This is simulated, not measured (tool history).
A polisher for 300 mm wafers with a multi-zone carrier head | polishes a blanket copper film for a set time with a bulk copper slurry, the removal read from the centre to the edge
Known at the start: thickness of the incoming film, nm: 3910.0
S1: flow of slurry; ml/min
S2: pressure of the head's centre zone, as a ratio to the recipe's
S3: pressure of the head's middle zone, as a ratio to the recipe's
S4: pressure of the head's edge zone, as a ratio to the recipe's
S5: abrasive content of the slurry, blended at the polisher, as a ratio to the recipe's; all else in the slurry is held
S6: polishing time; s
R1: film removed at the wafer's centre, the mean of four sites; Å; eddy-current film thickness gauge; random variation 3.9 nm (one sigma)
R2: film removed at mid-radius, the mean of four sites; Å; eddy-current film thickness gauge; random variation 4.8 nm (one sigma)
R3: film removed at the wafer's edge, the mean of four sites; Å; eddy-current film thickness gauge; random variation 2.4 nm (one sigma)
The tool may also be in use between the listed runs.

run	hour	S1	S2	S3	S4	S5	S6	R1	R2	R3
1	0.0	170	1.00	1.00	1.00	1.00	80	6445.1	6197.2	6373.8
2	6.5	170	1.00	1.00	0.95	1.00	80	6163.7	6166.8	6075.1
3	13.9	170	1.00	1.00	0.89	1.00	80	6161.7	6080.0	5998.7
4	22.3	170	1.00	1.00	0.89	1.10	80	6384.4	6220.5	6092.2
5	29.5	165	0.98	1.00	0.88	1.00	75	5738.6	5729.4	5505.3
6	38.2	155	0.95	1.01	0.92	0.90	70	5093.9	5257.5	5112.7
7	39.2	145	0.93	1.02	0.94	0.85	66	4600.3	4939.1	4801.8
8	40.7	140	0.91	1.03	0.94	0.80	64	4245.5	4674.7	4554.4
9	44.4	135	0.89	1.04	0.94	0.75	62	3968.3	4401.7	4385.9
10	52.6	115	0.81	1.14	0.86	0.50	49	2586.4	3418.3	3034.2
11	60.9	115	0.81	1.14	0.86	0.50	49	2566.3	3515.1	3029.2
12	62.9	125	0.81	1.13	0.88	0.50	49	2630.0	3549.0	3077.4

Forecast run 13:
13	71.1	130	0.81	1.12	0.90	0.50	49	?	?	?

{"run 13": {"R1": 2642.8, "R2": 3481.9, "R3": 3094.0}}
